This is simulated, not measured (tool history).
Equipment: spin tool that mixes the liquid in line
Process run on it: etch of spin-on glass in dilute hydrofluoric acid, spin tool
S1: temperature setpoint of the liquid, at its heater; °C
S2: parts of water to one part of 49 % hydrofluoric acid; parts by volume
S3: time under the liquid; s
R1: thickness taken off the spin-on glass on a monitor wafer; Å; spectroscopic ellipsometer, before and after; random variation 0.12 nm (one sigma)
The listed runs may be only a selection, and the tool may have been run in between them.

run	hour	S1	S2	S3	R1
1	0.0	20.0	295	50	84.07
2	1.9	20.0	210	50	127.59
3	4.4	21.5	205	50	137.90
4	13.3	21.5	245	50	112.23
5	17.2	20.0	245	50	105.64
6	23.1	20.0	245	50	105.21
7	25.0	21.5	235	50	116.86

Run 8 comes next. What will it give?
8	33.4	22.5	220	50	?

R1: 131.82 Å

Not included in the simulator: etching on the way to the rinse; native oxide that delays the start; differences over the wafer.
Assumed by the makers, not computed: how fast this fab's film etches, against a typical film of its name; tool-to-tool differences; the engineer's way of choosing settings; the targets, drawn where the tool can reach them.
